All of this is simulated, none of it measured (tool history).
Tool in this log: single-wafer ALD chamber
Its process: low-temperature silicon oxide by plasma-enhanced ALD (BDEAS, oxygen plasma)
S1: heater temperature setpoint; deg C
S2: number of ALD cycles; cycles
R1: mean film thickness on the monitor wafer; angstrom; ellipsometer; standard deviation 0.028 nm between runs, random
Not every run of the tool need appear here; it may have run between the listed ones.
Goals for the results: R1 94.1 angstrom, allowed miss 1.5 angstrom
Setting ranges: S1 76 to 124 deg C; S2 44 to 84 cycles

Run 1, hour 0: S1 100 deg C, S2 64 cycles. Result: R1 86.38 angstrom.
Run 2, hour 0.8: S1 96 deg C, S2 65 cycles. Result: R1 89.82 angstrom.
Run 3, hour 1.8: S1 94 deg C, S2 65 cycles. Result: R1 90.174 angstrom.
Run 4, hour 2.6: S1 92 deg C, S2 65 cycles. Result: R1 90.594 angstrom.
Run 5, hour 10.8: S1 90 deg C, S2 65 cycles. Result: R1 91.122 angstrom.
Run 6, hour 12.6: S1 88 deg C, S2 65 cycles. Result: R1 91.816 angstrom.
Run 7, hour 15.5: S1 87 deg C, S2 65 cycles. Result: R1 92.221 angstrom.
Run 8, hour 22.2: S1 86 deg C, S2 65 cycles. Result: R1 91.972 angstrom.

5 next moves are on the table. One of them brings every result within its allowed miss. Which?
Run A, hour 28.9: S1 89 deg C, S2 67 cycles. Result: R1 ?.
Run B, hour 28.9: S1 82 deg C, S2 62 cycles. Result: R1 ?.
Run C, hour 28.9: S1 106 deg C, S2 67 cycles. Result: R1 ?.
Run D, hour 28.9: S1 91 deg C, S2 63 cycles. Result: R1 ?.
Run E, hour 28.9: S1 87 deg C, S2 63 cycles. Result: R1 ?.

move      R1
   A  95.061
   B  90.039
   C  90.583
   D  88.784
   E  89.987
A: every result within its allowed miss
B: moves away from the targets compared with the last run
C: moves away from the targets compared with the last run
D: moves away from the targets compared with the last run
E: moves away from the targets compared with the last run
A meets every target.
